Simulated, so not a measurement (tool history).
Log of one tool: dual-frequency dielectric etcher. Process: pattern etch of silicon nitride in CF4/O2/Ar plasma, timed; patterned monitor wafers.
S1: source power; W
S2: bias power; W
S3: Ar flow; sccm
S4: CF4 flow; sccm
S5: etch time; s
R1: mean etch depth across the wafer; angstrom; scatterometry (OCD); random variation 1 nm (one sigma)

| run | hour | S1 | S2 | S3 | S4 | S5 | R1 |
|---|---|---|---|---|---|---|---|
| 1 | 0 | 700 | 49 | 130 | 73 | 87 | 1976.6 |
| 2 | 4.4 | 760 | 49 | 130 | 73 | 87 | 2131.3 |
| 3 | 9.9 | 800 | 49 | 130 | 73 | 87 | 2255.9 |
| 4 | 10.8 | 820 | 49 | 130 | 73 | 87 | 2287.5 |
| 5 | 16 | 820 | 49 | 130 | 73 | 79.5 | 2108.7 |
| 6 | 23.2 | 820 | 49 | 130 | 73 | 79.5 | 2101.6 |

The next listed run, before its measurement:
| 7 | 28.5 | 860 | 49 | 130 | 73 | 79.5 | ? |

{"run 7": {"R1": 2213.4}}
